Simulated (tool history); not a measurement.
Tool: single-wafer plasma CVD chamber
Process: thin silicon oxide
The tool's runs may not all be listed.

run	hour	heater temperature setpoint (K)	chamber pressure (Torr)	RF power (kW)	deposition time (s)	mean film thickness on the monitor wafer (angstrom)
1	0	698.15	0.737	0.34	9.2	167.26
2	6.3	698.15	0.771	0.34	9.2	172.52
3	7.4	689.15	0.771	0.34	9.2	174.39
4	15.1	689.15	0.797	0.34	9.2	177.71
5	23	689.15	0.821	0.34	9.2	181.99
6	29.5	689.15	0.821	0.34	8.8	172.68
7	37.8	689.15	0.858	0.34	8.8	177.54
8	46.5	689.15	0.891	0.34	8.8	182.45

Estimate the outcome of run 9 from the log above:
9	48.1	689.15	0.914	0.34	8.8	?

Run 9 yielded mean film thickness on the monitor wafer (angstrom) 185.61.

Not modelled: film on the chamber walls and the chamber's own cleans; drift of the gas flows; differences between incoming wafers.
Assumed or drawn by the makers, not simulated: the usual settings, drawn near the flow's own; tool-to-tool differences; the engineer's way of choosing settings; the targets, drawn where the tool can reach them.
